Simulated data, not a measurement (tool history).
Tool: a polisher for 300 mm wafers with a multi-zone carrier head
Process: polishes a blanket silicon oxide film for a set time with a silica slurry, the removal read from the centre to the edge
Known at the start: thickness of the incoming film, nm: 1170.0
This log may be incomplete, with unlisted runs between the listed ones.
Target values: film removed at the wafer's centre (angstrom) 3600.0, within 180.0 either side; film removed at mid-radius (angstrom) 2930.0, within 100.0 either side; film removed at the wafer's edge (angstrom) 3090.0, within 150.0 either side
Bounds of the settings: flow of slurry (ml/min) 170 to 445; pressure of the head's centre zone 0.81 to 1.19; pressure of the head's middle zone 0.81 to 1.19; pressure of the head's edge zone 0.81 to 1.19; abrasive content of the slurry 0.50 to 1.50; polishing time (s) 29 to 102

run	hour	flow of slurry (ml/min)	pressure of the head's centre zone	pressure of the head's middle zone	pressure of the head's edge zone	abrasive content of the slurry	polishing time (s)	film removed at the wafer's centre (angstrom)	film removed at mid-radius (angstrom)	film removed at the wafer's edge (angstrom)
1	0.0	285	1.00	1.00	1.00	1.00	65	3634.2	3593.3	3591.6
2	3.4	285	1.00	1.00	1.00	1.00	56	3215.6	3122.0	3159.6
3	11.2	285	1.00	1.00	1.03	1.00	56	3119.2	3121.6	3193.3
4	16.0	285	1.00	1.00	1.11	1.00	56	3260.8	3106.5	3281.1
5	24.1	285	1.00	1.00	1.16	1.00	56	3068.4	3093.9	3386.8
6	32.8	250	1.00	1.00	1.16	1.00	56	3102.2	3059.4	3344.6
7	39.9	250	1.03	1.00	1.14	1.00	56	3213.0	3077.0	3441.4
8	47.3	330	1.13	1.04	1.04	0.75	55	3137.0	2812.2	2813.1
9	49.3	330	1.14	1.03	1.05	0.80	55	3293.2	2888.3	2899.6
10	50.6	330	1.15	1.02	1.06	0.80	55	3282.3	2924.4	2973.8
11	51.4	330	1.16	0.99	1.04	0.80	55	3354.8	2833.9	2890.5
12	53.9	330	1.17	0.99	1.05	0.80	55	3336.9	2753.0	2932.5
13	61.2	335	1.17	0.99	1.05	0.80	55	3442.0	2828.6	2968.1
14	66.2	340	1.17	0.99	1.06	0.80	55	3395.8	2821.7	2987.7

Below are 4 possible settings for the next run. Only one of them brings all results inside the allowed miss of their targets. Which is it?
A	71.2	315	1.18	0.96	1.13	0.80	53	?	?	?
B	71.2	410	1.11	0.95	1.19	0.75	55	?	?	?
C	71.2	350	1.19	0.99	1.08	0.70	60	?	?	?
D	71.2	335	1.09	1.07	1.09	0.85	55	?	?	?

move	film removed at the wafer's centre (angstrom)	film removed at mid-radius (angstrom)	film removed at the wafer's edge (angstrom)
A	3273.6	2607.8	2912.2
B	3182.4	2667.6	3070.4
C	3559.0	2881.5	3056.1
D	3244.3	3065.9	3056.5
A: lands further from the targets than the last run did
B: lands further from the targets than the last run did
C: hits every target within its allowed miss
D: lands further from the targets than the last run did
Answer: C

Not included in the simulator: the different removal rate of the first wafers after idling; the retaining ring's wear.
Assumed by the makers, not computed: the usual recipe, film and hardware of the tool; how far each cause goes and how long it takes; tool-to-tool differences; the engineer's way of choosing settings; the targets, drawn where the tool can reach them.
